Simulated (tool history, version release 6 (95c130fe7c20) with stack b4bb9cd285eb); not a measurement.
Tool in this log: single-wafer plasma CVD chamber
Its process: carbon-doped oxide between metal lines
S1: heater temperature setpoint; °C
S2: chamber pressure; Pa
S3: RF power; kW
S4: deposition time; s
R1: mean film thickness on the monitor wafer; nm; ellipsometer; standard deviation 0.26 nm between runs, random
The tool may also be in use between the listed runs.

run    day   S1   S2     S3     S4      R1
  1  0.000  375  528  0.505  10.37  47.637
  2  0.117  375  531  0.520  10.40  48.784
  3  0.329  375  533  0.530  10.43  49.408
  4  0.638  385  533  0.530  10.43  48.225
  5  0.788  385  441  0.530  10.43  47.065
  6  1.142  385  448  0.545  10.46  47.720
  7  1.517  385  459  0.555  10.49  48.703
  8  1.775  385  467  0.565  10.51  49.578
  9  2.096  385  475  0.575  10.53  50.448
 10  2.250  385  483  0.580  10.54  50.073
 11  2.283  384  487  0.590  10.56  50.983
 12  2.575  384  491  0.600  10.58  51.587

Run 13 has not been measured yet. What should we expect?
 13  2.821  384  493  0.605  10.60   ?

R1: 51.456 nm

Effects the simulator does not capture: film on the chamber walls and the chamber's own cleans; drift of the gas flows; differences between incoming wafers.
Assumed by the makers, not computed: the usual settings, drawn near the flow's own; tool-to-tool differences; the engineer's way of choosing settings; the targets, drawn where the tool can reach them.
